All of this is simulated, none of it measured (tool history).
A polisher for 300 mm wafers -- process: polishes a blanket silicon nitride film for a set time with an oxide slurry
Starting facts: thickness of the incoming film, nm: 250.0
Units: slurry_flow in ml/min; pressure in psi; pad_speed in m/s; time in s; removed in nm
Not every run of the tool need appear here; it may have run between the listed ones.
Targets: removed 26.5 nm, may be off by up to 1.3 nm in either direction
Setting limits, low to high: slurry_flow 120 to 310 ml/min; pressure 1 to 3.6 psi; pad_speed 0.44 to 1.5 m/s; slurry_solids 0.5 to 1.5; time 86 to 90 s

run,hour,slurry_flow,pressure,pad_speed,slurry_solids,time,removed
1,0,200,2.3,0.96,1,86,38.273
2,0.5,200,2.1,0.96,1,86,34.845
3,9.2,200,2.1,0.96,1.2,86,39.573
4,10,200,1.9,0.96,1.2,86,35.97
5,12.1,200,1.8,0.96,1.2,86,34.79
6,16.9,200,1.7,0.96,1.2,86,33.966
7,24.3,200,1.7,0.96,1.2,86,33.925
8,26.2,200,1.6,0.96,1.2,86,31.22

Which single option among these 4 for the next run brings every result within its allowed miss of target? Just one does.
A,28.1,205,1.1,0.86,1.2,86,?
B,28.1,195,1.6,0.98,1,86,?
C,28.1,155,1,1.2,1.2,87,?
D,28.1,200,1.7,1.02,1.15,86,?

move,removed
A,22.74
B,29.503
C,26.791
D,34.245
A: carries the result that was furthest off beyond its target, to the other side
B: closer than the last run, but not yet in spec
C: every result within its allowed miss
D: lands further from the targets than the last run did
Move C is the one to make.

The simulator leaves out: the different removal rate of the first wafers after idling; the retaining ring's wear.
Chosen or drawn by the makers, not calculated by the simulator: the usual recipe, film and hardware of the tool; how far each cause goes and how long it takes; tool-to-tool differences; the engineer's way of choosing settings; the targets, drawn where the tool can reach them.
